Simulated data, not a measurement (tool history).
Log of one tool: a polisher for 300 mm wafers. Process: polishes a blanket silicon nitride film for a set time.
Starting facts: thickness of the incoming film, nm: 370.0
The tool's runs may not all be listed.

run	hour	flow of slurry (ml/min)	pressure of the wafer on the pad (kPa)	speed of the pad under the wafer (cm/s)	polishing time (s)	film removed (nm)
1	0.0	240	25.5	140	35	68.613
2	6.8	200	25.5	140	35	67.896
3	11.2	200	29.0	140	35	76.324
4	18.4	200	29.0	158	35	85.312
5	20.7	200	26.9	158	35	78.253
6	27.8	165	26.9	158	35	75.710
7	33.5	165	24.8	158	35	71.343
8	37.0	165	23.4	158	35	67.340

The next listed run, before its measurement:
9	38.0	165	23.4	158	35	?

Run 9 gave film removed (nm) 66.647.
